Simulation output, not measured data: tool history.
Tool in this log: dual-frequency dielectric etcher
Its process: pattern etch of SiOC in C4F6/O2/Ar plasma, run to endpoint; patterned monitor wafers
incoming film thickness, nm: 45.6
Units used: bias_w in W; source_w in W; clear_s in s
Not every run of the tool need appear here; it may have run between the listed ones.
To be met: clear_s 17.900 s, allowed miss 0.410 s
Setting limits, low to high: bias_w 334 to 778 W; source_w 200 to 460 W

run,hour,bias_w,source_w,clear_s
1,0.0,556,330,14.852
2,3.6,500,320,15.560
3,4.7,452,320,16.196
4,13.4,422,310,16.710
5,17.3,400,310,17.144
6,24.9,455,310,16.444
7,26.9,427,310,16.637
8,34.3,404,310,16.951
9,37.5,387,310,17.327
10,45.9,377,310,17.402

Of the 4 settings listed for the next run, only one would bring every result within its allowed miss of target. Which one?
A,54.3,424,300,?
B,54.3,406,290,?
C,54.3,405,310,?
D,54.3,448,300,?

move,clear_s
A,17.168
B,17.783
C,17.065
D,16.871
A: the biggest miss grows against the last run
B: all results land within tolerance of their targets
C: the biggest miss grows against the last run
D: the biggest miss grows against the last run
The right move is B.
